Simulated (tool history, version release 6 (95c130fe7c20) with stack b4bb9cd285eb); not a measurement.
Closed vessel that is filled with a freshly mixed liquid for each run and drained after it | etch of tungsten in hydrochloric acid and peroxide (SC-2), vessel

run,hour,temperature setpoint of the liquid (°C),parts of water to one part each of 37 % hydrochloric acid and 30 % peroxide (parts by volume),time in the liquid (s),thickness taken off the tungsten on a monitor wafer (angstrom)
1,0,55,9.5,95,288.44
2,9,55,11,95,256.97
3,16.2,53.5,11,95,237.16
4,19.5,52,11,95,213.41
5,25.6,51.5,11,95,208.61
6,30.1,51.5,11,95,209.02

The next listed run, before its measurement:
7,38.1,51,11,95,?

Run 7 gave thickness taken off the tungsten on a monitor wafer (angstrom) 200.57.

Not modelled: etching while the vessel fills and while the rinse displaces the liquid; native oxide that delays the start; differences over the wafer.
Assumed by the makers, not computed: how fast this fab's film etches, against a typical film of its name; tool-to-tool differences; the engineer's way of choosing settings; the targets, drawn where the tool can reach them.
